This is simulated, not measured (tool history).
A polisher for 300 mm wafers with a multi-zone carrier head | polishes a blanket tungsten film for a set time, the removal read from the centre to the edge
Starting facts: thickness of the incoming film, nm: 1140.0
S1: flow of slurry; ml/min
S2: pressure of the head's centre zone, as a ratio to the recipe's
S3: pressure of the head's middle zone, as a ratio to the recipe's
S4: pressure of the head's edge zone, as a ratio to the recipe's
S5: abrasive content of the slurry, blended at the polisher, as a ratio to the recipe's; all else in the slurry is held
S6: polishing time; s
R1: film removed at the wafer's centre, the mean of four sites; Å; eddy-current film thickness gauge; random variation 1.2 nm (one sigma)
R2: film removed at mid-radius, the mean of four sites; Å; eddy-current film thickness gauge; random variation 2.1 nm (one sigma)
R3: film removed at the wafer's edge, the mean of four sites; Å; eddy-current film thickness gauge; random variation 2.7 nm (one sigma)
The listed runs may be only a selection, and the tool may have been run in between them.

run,hour,S1,S2,S3,S4,S5,S6,R1,R2,R3
1,0,245,1,1,1,1,35,1323.4,1344.1,1271.1
2,2.3,245,1,0.92,1,1,35,1308.8,1252.5,1274.1
3,3.6,245,1,0.92,1,1,26,972.18,939.51,945.91
4,8.5,245,1,0.87,1,1,26,982.67,889.62,915.15
5,14.3,250,1.01,0.96,1.05,1.15,30,1165.6,1148.5,1158.7
6,15.2,255,1.01,1.02,1.09,1.25,33,1308.6,1364.5,1291.1
7,24.2,245,0.98,1.03,1.11,1.3,36,1397.6,1475.8,1411.5

Predict the results of run 8:
8,28.5,255,0.95,1.04,1.13,1.35,39,?,?,?

R1: 1475.6 Å
R2: 1681.9 Å
R3: 1551.4 Å
